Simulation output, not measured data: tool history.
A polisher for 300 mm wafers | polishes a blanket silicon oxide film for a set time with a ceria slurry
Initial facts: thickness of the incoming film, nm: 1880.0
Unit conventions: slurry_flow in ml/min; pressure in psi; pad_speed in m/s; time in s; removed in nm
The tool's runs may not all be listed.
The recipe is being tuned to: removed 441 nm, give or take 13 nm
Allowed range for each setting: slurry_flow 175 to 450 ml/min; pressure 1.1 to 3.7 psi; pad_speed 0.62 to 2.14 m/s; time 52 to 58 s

run	hour	slurry_flow	pressure	pad_speed	time	removed
1	0	290	2.4	1.38	58	295.33
2	1.2	335	2.4	1.38	58	297.84
3	4.8	335	1.9	1.38	58	239.6
4	7	335	2.1	1.38	58	268.45
5	12.2	365	2.1	1.38	58	264.67
6	14	365	2.1	1.38	52	237.87
7	21.2	365	2.3	1.38	52	262.06
8	26.5	370	2.9	1.4	52	333.86
9	31	370	3.5	1.42	52	401.22
10	35.8	370	3.6	1.44	52	413.45

Exactly one of the 5 candidate moves below puts every result within its allowed miss. Which one?
A	40.6	300	3.6	1.36	58	?
B	40.6	370	3.6	1.36	54	?
C	40.6	375	3.7	1.28	53	?
D	40.6	380	3.6	1.34	52	?
E	40.6	315	3.3	1.28	58	?

move	removed
A	441.4
B	418.06
C	400.14
D	398.16
E	386.11
A: every result within its allowed miss
B: nearer the targets than the last run, but a result is still out of spec
C: lands further from the targets than the last run did
D: lands further from the targets than the last run did
E: lands further from the targets than the last run did
A is the move that brings every result within its allowed miss.

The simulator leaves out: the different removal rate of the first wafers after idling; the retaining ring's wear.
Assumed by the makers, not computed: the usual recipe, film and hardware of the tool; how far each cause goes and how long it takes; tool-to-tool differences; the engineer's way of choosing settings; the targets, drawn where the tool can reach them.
